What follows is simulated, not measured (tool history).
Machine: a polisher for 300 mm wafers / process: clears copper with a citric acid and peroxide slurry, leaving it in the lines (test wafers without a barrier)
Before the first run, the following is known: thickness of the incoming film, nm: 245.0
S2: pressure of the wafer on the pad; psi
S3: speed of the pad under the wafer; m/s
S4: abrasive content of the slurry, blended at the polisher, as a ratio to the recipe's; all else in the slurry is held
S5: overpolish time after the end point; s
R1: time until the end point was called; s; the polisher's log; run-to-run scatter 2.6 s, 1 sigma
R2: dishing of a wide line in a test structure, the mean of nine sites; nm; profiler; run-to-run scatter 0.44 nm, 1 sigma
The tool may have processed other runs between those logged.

Run 1, hour 0: flow of slurry (ml/min) 260, S2 3.8 psi, S3 0.88 m/s, S4 1, S5 23 s. Result: R1 105.9 s, R2 36.352 nm.
Run 2, hour 3.7: flow of slurry (ml/min) 260, S2 3.8 psi, S3 0.88 m/s, S4 0.85, S5 23 s. Result: R1 108.27 s, R2 34.772 nm.
Run 3, hour 4.9: flow of slurry (ml/min) 265, S2 3.6 psi, S3 0.88 m/s, S4 0.9, S5 25 s. Result: R1 111.58 s, R2 36.542 nm.
Run 4, hour 12: flow of slurry (ml/min) 265, S2 3.6 psi, S3 0.88 m/s, S4 0.75, S5 25 s. Result: R1 118.01 s, R2 35.023 nm.
Run 5, hour 17: flow of slurry (ml/min) 320, S2 3.6 psi, S3 0.88 m/s, S4 0.75, S5 25 s. Result: R1 113.1 s, R2 35.27 nm.
Run 6, hour 19.1: flow of slurry (ml/min) 320, S2 3.6 psi, S3 0.88 m/s, S4 0.85, S5 25 s. Result: R1 112.46 s, R2 36.579 nm.
Run 7, hour 26.6: flow of slurry (ml/min) 325, S2 3.4 psi, S3 0.88 m/s, S4 0.9, S5 26 s. Result: R1 116.56 s, R2 37.865 nm.

The next listed run, before its measurement:
Run 8, hour 34.2: flow of slurry (ml/min) 325, S2 3.2 psi, S3 0.88 m/s, S4 0.95, S5 27 s. Result: R1 ?, R2 ?.

R1: 114.19 s
R2: 37.333 nm
